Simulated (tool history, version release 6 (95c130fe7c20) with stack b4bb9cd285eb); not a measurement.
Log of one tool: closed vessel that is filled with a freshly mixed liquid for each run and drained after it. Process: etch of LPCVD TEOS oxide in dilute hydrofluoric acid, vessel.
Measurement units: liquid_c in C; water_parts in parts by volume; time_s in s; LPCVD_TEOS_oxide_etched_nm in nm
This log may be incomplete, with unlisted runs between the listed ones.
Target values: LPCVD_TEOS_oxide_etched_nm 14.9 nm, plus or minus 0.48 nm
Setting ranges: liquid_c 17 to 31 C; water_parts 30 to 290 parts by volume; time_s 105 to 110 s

run  hour  liquid_c  water_parts  time_s  LPCVD_TEOS_oxide_etched_nm
  1     0        23          160     105                      23.868
  2   2.1      21.5          170     105                      21.419
  3     9      21.5          120     105                      31.643
  4  12.2      20.5          145     105                      24.188
  5  20.1      17.5          145     105                      21.658
  6  27.1        21          145     105                       24.97
  7    33        21          145     105                      24.584
  8  35.2        20          160     105                      21.429
  9    42        19          170     105                      18.875

5 candidate next runs follow, results not yet known. Just one meets every target within its allowed miss. Identify it.
  A  48.8        17          210     105                           ?
  B  48.8        20          225     105                           ?
  C  48.8        20          170     110                           ?
  D  48.8        17          205     110                           ?
  E  48.8        17          130     105                           ?

move  LPCVD_TEOS_oxide_etched_nm
   A                      13.808
   B                      14.281
   C                      20.903
   D                      14.886
   E                      24.063
A: carries the result that was furthest off beyond its target, to the other side
B: carries the result that was furthest off beyond its target, to the other side
C: the biggest miss grows against the last run
D: every result within its allowed miss
E: the biggest miss grows against the last run
Answer: D

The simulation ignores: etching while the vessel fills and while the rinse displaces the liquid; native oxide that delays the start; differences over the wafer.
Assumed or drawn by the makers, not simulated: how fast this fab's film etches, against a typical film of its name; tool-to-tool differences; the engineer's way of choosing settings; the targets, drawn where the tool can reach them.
